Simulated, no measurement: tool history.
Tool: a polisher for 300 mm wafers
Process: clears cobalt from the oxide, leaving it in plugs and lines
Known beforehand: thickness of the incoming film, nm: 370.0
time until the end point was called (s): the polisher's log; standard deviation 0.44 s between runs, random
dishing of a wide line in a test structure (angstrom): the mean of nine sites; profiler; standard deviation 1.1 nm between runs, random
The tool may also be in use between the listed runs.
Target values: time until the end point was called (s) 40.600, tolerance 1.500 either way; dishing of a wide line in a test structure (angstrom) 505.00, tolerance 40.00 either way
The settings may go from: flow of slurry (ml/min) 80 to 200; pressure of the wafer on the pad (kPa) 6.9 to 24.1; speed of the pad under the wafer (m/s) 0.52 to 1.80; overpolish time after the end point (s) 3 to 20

run  hour  flow of slurry (ml/min)  pressure of the wafer on the pad (kPa)  speed of the pad under the wafer (m/s)  overpolish time after the end point (s)  time until the end point was called (s)  dishing of a wide line in a test structure (angstrom)
  1   0.0                      130                                    15.2                                    1.16                                       10                                   66.835                                                 399.98
  2   9.0                      130                                    15.2                                    1.16                                        6                                   66.703                                                 284.19
  3  12.7                      130                                    12.4                                    1.16                                        6                                   79.906                                                 246.98
  4  14.7                      130                                    15.2                                    1.16                                        6                                   66.878                                                 289.03
  5  21.2                      135                                    15.9                                    1.16                                        6                                   63.064                                                 287.20
  6  24.2                      155                                    15.9                                    1.16                                        6                                   61.537                                                 294.29
  7  27.1                      155                                    16.5                                    1.16                                        6                                   59.106                                                 294.38
  8  33.4                      155                                    17.2                                    1.16                                        7                                   57.193                                                 341.10
  9  35.6                      155                                    17.9                                    1.16                                        7                                   53.937                                                 357.18
 10  44.5                      155                                    18.6                                    1.16                                        7                                   52.282                                                 365.94
 11  50.5                      165                                    22.8                                    1.18                                       11                                   42.380                                                 492.77

Of the 5 settings listed for the next run, only one would bring every result within its allowed miss of target. Which one?
  A  56.5                      165                                    24.1                                    1.34                                       10                                        ?                                                      ?
  B  56.5                      160                                    22.8                                    1.26                                       11                                        ?                                                      ?
  C  56.5                      145                                    22.8                                    1.44                                       10                                        ?                                                      ?
  D  56.5                      150                                    24.1                                    1.32                                       11                                        ?                                                      ?
  E  56.5                      185                                    22.8                                    1.22                                        8                                        ?                                                      ?

move  time until the end point was called (s)  dishing of a wide line in a test structure (angstrom)
   A                                   36.795                                                 520.01
   B                                   40.834                                                 518.75
   C                                   37.859                                                 515.10
   D                                   37.738                                                 531.58
   E                                   40.845                                                 457.10
A: the result that was furthest off in the last run now lies on the other side of its target
B: each result inside its tolerance
C: the result that was furthest off in the last run now lies on the other side of its target
D: the result that was furthest off in the last run now lies on the other side of its target
E: gets the furthest-off result to its target, but another result is out of tolerance
Answer: B
